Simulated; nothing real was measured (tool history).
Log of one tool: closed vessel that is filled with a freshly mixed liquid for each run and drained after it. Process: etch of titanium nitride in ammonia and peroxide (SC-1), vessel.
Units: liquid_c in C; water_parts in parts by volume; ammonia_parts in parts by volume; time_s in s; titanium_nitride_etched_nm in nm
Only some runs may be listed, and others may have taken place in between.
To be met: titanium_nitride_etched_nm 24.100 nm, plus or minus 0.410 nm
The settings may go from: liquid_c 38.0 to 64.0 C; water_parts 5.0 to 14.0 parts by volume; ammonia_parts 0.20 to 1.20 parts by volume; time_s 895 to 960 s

| run | day | liquid_c | water_parts | ammonia_parts | time_s | titanium_nitride_etched_nm |
|---|---|---|---|---|---|---|
| 1 | 0.000 | 48.0 | 7.5 | 0.70 | 895 | 48.178 |
| 2 | 0.175 | 46.5 | 7.5 | 0.70 | 895 | 44.003 |
| 3 | 0.379 | 45.0 | 7.5 | 0.70 | 895 | 39.007 |
| 4 | 0.600 | 45.0 | 6.5 | 0.70 | 895 | 42.091 |
| 5 | 0.688 | 44.0 | 6.5 | 0.70 | 895 | 39.307 |
| 6 | 0.883 | 44.0 | 5.5 | 0.70 | 895 | 42.488 |
| 7 | 1.121 | 43.0 | 6.0 | 0.70 | 895 | 37.760 |
| 8 | 1.362 | 42.0 | 6.0 | 0.70 | 895 | 35.137 |
| 9 | 1.512 | 41.5 | 6.0 | 0.70 | 895 | 33.944 |
| 10 | 1.642 | 41.0 | 6.0 | 0.70 | 895 | 32.914 |
| 11 | 2.000 | 40.5 | 6.0 | 0.70 | 895 | 31.544 |
| 12 | 2.258 | 40.0 | 6.0 | 0.70 | 895 | 30.225 |
| 13 | 2.625 | 39.5 | 6.0 | 0.70 | 895 | 29.496 |
| 14 | 2.888 | 38.5 | 7.0 | 0.70 | 895 | 25.116 |

Consider the 4 candidate settings below. Which is the only one whose results all fall within their allowed miss of target?
| A | 3.150 | 40.0 | 8.5 | 0.65 | 895 | ? |
| B | 3.150 | 41.5 | 11.5 | 0.50 | 940 | ? |
| C | 3.150 | 38.0 | 7.0 | 0.70 | 945 | ? |
| D | 3.150 | 40.5 | 7.0 | 0.35 | 905 | ? |

| move | titanium_nitride_etched_nm |
|---|---|
| A | 25.201 |
| B | 24.185 |
| C | 25.513 |
| D | 26.268 |
A: moves away from the targets compared with the last run
B: hits every target within its allowed miss
C: moves away from the targets compared with the last run
D: moves away from the targets compared with the last run
The right move is B.
